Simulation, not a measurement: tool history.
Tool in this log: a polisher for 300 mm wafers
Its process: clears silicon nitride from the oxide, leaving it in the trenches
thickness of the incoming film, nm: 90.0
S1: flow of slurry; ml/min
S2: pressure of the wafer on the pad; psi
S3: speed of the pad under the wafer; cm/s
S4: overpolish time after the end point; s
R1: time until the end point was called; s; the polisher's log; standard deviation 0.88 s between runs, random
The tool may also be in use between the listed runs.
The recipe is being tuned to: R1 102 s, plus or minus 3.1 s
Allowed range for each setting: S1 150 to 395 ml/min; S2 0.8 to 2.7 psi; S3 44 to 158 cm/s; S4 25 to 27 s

run    day   S1   S2   S3  S4      R1
  1      0  250  1.7  100  25  170.25
  2  0.083  250  1.9  100  25  153.36
  3  0.242  250  1.9  100  25  152.69
  4  0.296  250  1.9  100  27  148.98
  5  0.529  250    2  100  27  145.03
  6  0.662  290    2  100  27   141.5
  7  0.954  290  2.1  100  27   135.7
  8  1.033  290  2.2  100  27  128.92
  9  1.221  290  2.3  100  27  124.54
 10  1.246  290  2.4  100  27  120.07
 11  1.562  295  2.5  100  27  112.71

Which single option among these 5 for the next run brings every result within its allowed miss of target? Just one does.
  A  1.879  180  2.3  116  27   ?
  B  1.879  295  2.7  108  25   ?
  C  1.879  275  2.6  108  25   ?
  D  1.879  315    2  148  26   ?
  E  1.879  315  2.6  114  27   ?

move      R1
   A  113.72
   B  98.343
   C  102.73
   D  96.406
   E  96.261
A: moves away from the targets compared with the last run
B: carries the result that was furthest off beyond its target, to the other side
C: every result within its allowed miss
D: carries the result that was furthest off beyond its target, to the other side
E: carries the result that was furthest off beyond its target, to the other side
The move that meets every target is C.

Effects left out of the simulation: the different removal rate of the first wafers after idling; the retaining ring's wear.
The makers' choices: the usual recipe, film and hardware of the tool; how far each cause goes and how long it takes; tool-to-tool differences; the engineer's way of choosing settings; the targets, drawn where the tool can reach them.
